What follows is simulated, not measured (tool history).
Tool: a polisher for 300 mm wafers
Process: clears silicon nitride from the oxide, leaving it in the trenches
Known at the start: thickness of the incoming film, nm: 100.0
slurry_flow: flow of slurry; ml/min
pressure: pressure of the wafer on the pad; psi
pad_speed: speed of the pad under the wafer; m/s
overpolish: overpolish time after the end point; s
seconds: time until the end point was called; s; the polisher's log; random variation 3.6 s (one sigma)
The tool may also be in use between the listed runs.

| run | hour | slurry_flow | pressure | pad_speed | overpolish | seconds |
|---|---|---|---|---|---|---|
| 1 | 0 | 175 | 2.4 | 0.96 | 32 | 110.05 |
| 2 | 8.2 | 175 | 2.4 | 1.08 | 32 | 96.413 |
| 3 | 11.8 | 175 | 2.4 | 1.08 | 32 | 97.008 |
| 4 | 16.6 | 170 | 2 | 0.96 | 32 | 129.78 |
| 5 | 21.2 | 170 | 2 | 0.96 | 32 | 127.6 |
| 6 | 23.2 | 170 | 2.4 | 0.96 | 32 | 111.1 |
| 7 | 27.4 | 165 | 2 | 0.86 | 32 | 143.91 |
| 8 | 28.5 | 165 | 1.7 | 0.8 | 32 | 183.45 |
| 9 | 29.4 | 165 | 1.5 | 0.78 | 32 | 207.79 |
| 10 | 33.9 | 165 | 1.5 | 0.78 | 32 | 210.87 |
| 11 | 42.6 | 165 | 1.4 | 0.78 | 32 | 220.17 |

Forecast run 12:
| 12 | 47.8 | 165 | 1.3 | 0.78 | 32 | ? |

{"run 12": {"seconds": 240.31}}

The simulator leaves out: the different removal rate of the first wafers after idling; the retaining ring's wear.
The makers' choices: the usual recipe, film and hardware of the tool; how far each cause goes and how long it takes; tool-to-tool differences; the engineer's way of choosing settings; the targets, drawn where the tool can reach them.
